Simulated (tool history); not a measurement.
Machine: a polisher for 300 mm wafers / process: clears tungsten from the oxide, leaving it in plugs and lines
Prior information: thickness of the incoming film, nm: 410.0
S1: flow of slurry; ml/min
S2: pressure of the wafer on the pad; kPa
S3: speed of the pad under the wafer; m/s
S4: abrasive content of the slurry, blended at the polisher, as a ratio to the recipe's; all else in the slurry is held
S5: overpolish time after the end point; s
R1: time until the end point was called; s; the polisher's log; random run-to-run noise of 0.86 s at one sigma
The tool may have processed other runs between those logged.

{"run": 1, "hour": 0.0, "S1": 135, "S2": 30.3, "S3": 0.84, "S4": 1, "S5": 4, "R1": 108.05}
{"run": 2, "hour": 4.7, "S1": 155, "S2": 30.3, "S3": 0.84, "S4": 1, "S5": 4, "R1": 105.6}
{"run": 3, "hour": 7.6, "S1": 155, "S2": 31.7, "S3": 0.84, "S4": 1, "S5": 4, "R1": 102.39}
{"run": 4, "hour": 8.5, "S1": 155, "S2": 31.7, "S3": 0.84, "S4": 1, "S5": 4, "R1": 100.81}
{"run": 5, "hour": 10.6, "S1": 155, "S2": 28.3, "S3": 0.84, "S4": 1, "S5": 4, "R1": 108.73}
{"run": 6, "hour": 16.3, "S1": 160, "S2": 30.3, "S3": 0.84, "S4": 1, "S5": 4, "R1": 104.71}

Predict the results of run 7:
{"run": 7, "hour": 21.2, "S1": 160, "S2": 38.6, "S3": 0.86, "S4": 1, "S5": 4, "R1": "?"}

{"run 7": {"R1": 87.099}}
